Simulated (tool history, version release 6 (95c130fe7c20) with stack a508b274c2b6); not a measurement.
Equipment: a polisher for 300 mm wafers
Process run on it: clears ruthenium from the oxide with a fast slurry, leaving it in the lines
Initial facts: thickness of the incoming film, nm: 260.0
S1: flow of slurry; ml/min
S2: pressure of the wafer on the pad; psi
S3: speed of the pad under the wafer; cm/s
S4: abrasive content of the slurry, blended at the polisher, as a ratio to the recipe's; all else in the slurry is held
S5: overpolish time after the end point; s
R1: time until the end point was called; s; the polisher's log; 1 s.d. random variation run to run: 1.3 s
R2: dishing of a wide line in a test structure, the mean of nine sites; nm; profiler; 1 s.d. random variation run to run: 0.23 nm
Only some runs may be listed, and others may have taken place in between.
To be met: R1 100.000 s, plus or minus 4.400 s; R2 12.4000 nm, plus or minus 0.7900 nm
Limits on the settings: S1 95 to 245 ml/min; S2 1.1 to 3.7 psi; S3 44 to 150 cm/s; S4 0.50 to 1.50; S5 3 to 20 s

run 1 day=0.000 | S1=155 S2=2.4 S3=96 S4=1.00 S5=10 | R1=74.142 R2=25.7730
run 2 day=0.075 | S1=155 S2=2.4 S3=108 S4=1.00 S5=10 | R1=66.361 R2=29.2350
run 3 day=0.121 | S1=155 S2=2.4 S3=128 S4=1.00 S5=10 | R1=55.742 R2=34.1700
run 4 day=0.271 | S1=155 S2=2.9 S3=128 S4=1.00 S5=10 | R1=47.495 R2=40.0720
run 5 day=0.550 | S1=140 S2=2.9 S3=128 S4=1.00 S5=10 | R1=49.177 R2=37.6730
run 6 day=0.667 | S1=140 S2=2.9 S3=128 S4=1.00 S5=6 | R1=50.231 R2=23.8240
run 7 day=0.988 | S1=130 S2=2.3 S3=124 S4=1.00 S5=6 | R1=62.323 R2=19.4370
run 8 day=1.042 | S1=125 S2=2.1 S3=122 S4=1.00 S5=6 | R1=67.434 R2=17.1430
run 9 day=1.158 | S1=120 S2=1.9 S3=120 S4=1.00 S5=6 | R1=74.671 R2=16.4900
run 10 day=1.458 | S1=120 S2=1.3 S3=116 S4=1.00 S5=5 | R1=102.680 R2=10.0130

Which of these 4 next moves meets every target?
run A day=1.758 | S1=120 S2=1.2 S3=134 S4=0.90 S5=7 | R1=? R2=?
run B day=1.758 | S1=155 S2=1.9 S3=86 S4=1.05 S5=7 | R1=? R2=?
run C day=1.758 | S1=95 S2=1.5 S3=110 S4=1.05 S5=6 | R1=? R2=?
run D day=1.758 | S1=130 S2=1.4 S3=118 S4=0.90 S5=4 | R1=? R2=?

move=A R1=102.440 R2=13.7710
move=B R1=97.445 R2=14.4420
move=C R1=100.690 R2=12.0800
move=D R1=102.810 R2=7.9987
A: takes the biggest miss from the last run beyond its target
B: takes the biggest miss from the last run beyond its target
C: all results in spec
D: further off than the last run
Go with C: it meets all targets.
